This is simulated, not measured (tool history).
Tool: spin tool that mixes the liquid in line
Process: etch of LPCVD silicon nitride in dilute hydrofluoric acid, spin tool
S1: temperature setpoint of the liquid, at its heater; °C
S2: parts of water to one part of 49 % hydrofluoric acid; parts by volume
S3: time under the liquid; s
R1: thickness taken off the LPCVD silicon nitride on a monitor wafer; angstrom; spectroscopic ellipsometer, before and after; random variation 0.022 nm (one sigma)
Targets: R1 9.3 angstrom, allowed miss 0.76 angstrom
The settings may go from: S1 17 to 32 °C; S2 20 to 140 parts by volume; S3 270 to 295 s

run	hour	S1	S2	S3	R1
1	0	24	75	270	18.367
2	1.3	22.5	80	270	14.772
3	9.8	22.5	105	270	12.078
4	11.9	22.5	105	295	12.392
5	20	21.5	105	295	11.515
6	21.3	21.5	105	295	11.397
7	22.3	21	105	295	11.486
8	30.6	20.5	105	295	10.733
9	39.6	20	105	295	10.502
10	46.5	19.5	105	295	10.329

5 next moves are on the table. One of them brings every result within its allowed miss. Which?
A	53.4	19	85	280	?
B	53.4	19.5	90	295	?
C	53.4	20.5	110	270	?
D	53.4	20.5	100	295	?
E	53.4	18	85	295	?

move	R1
A	11.814
B	12.185
C	9.8143
D	11.77
E	11.613
A: further off than the last run
B: further off than the last run
C: meets every target
D: further off than the last run
E: further off than the last run
Answer: C
